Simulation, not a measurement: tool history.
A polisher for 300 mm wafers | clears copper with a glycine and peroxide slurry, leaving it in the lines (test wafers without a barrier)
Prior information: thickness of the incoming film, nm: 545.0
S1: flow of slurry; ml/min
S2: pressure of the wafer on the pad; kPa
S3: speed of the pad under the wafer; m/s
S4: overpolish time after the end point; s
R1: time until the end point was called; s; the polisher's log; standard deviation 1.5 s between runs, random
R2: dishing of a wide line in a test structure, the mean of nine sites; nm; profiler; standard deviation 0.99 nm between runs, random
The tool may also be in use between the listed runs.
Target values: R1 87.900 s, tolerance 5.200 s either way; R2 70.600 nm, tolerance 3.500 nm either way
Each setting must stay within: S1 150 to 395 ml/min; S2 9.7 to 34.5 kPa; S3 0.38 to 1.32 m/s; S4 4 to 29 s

run	hour	S1	S2	S3	S4	R1	R2
1	0.0	250	22.1	0.84	15	108.930	46.381
2	5.9	250	23.4	0.84	16	106.810	49.081
3	11.4	285	23.4	0.84	16	104.860	49.109
4	13.3	285	24.8	0.84	17	99.023	52.031
5	14.9	285	22.1	0.84	17	103.770	49.963
# hour 18.1: head pressure recalibrated
6	18.1	315	22.1	0.84	17	110.260	48.679
7	20.5	305	28.3	0.86	22	91.840	66.443
8	27.0	305	29.0	0.86	22	92.584	65.107

Exactly one of the 5 candidate moves below puts every result within its allowed miss. Which one?
A	33.5	325	29.0	0.96	24	?	?
B	33.5	305	29.6	0.90	19	?	?
C	33.5	340	29.6	0.92	21	?	?
D	33.5	305	25.5	0.82	22	?	?
E	33.5	285	31.7	0.64	22	?	?

move	R1	R2
A	83.707	70.424
B	85.778	61.251
C	83.975	65.631
D	99.241	61.425
E	97.431	62.645
A: all results land within tolerance of their targets
B: moves away from the targets compared with the last run
C: nearer than the last run, and not there yet
D: moves away from the targets compared with the last run
E: moves away from the targets compared with the last run
A is the move that brings every result within its allowed miss.
